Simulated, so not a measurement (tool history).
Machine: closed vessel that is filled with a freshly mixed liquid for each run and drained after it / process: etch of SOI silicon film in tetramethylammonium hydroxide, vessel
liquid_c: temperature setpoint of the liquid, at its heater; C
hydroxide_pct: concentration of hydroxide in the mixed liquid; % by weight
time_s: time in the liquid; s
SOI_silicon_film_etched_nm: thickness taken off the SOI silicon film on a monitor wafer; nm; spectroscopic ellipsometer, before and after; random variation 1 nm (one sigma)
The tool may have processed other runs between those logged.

Run 1, day 0: liquid_c 68 C, hydroxide_pct 10 % by weight, time_s 35 s. Result: SOI_silicon_film_etched_nm 215.63 nm.
Run 2, day 0.125: liquid_c 67.5 C, hydroxide_pct 10 % by weight, time_s 35 s. Result: SOI_silicon_film_etched_nm 211.43 nm.
Run 3, day 0.462: liquid_c 67 C, hydroxide_pct 10 % by weight, time_s 35 s. Result: SOI_silicon_film_etched_nm 202.75 nm.
Run 4, day 0.817: liquid_c 67 C, hydroxide_pct 10 % by weight, time_s 35 s. Result: SOI_silicon_film_etched_nm 204.16 nm.
Run 5, day 1.117: liquid_c 67 C, hydroxide_pct 8.5 % by weight, time_s 35 s. Result: SOI_silicon_film_etched_nm 218.31 nm.
Run 6, day 1.462: liquid_c 66.5 C, hydroxide_pct 8.5 % by weight, time_s 35 s. Result: SOI_silicon_film_etched_nm 210.4 nm.

Predict the results of run 7:
Run 7, day 1.546: liquid_c 66 C, hydroxide_pct 8.5 % by weight, time_s 35 s. Result: SOI_silicon_film_etched_nm ?.

SOI_silicon_film_etched_nm: 205.31 nm
